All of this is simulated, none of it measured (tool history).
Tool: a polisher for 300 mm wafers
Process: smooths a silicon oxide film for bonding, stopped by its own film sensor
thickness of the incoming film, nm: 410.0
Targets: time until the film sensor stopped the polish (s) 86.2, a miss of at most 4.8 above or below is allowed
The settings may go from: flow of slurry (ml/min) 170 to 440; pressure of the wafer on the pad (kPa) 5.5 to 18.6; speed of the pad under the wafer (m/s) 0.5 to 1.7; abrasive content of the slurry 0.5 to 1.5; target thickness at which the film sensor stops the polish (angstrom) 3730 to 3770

run,hour,flow of slurry (ml/min),pressure of the wafer on the pad (kPa),speed of the pad under the wafer (m/s),abrasive content of the slurry,target thickness at which the film sensor stops the polish (angstrom),time until the film sensor stopped the polish (s)
1,0,280,11.7,1.1,1,3730,64.618
2,8.4,280,11,1.08,1,3730,66.597
3,15.5,280,13.1,1.08,1,3730,58.742
4,22.1,280,11.7,1.06,1,3730,67.015
5,22.9,280,11.7,1.06,1.2,3730,59.657
6,25.1,280,10.3,1.06,1.2,3730,66.428
# hour 27.2: slurry blender recalibrated
7,27.2,280,9.7,1.04,1.2,3730,62.338
8,29.5,280,9,0.92,1.15,3730,72.335
9,32.2,280,8.3,0.88,1.15,3730,78.616

Next run, 4 choices. One meets every target within its allowed miss, the rest don't. Which?
A,34.9,320,9.7,0.84,1.1,3750,?
B,34.9,310,8.3,0.74,1.25,3770,?
C,34.9,350,8.3,0.88,1.15,3730,?
D,34.9,365,9,0.56,1.2,3750,?

move,time until the film sensor stopped the polish (s)
A,67.269
B,74.14
C,76.543
D,86.474
A: further off than the last run
B: further off than the last run
C: further off than the last run
D: each result inside its tolerance
The right move is D.
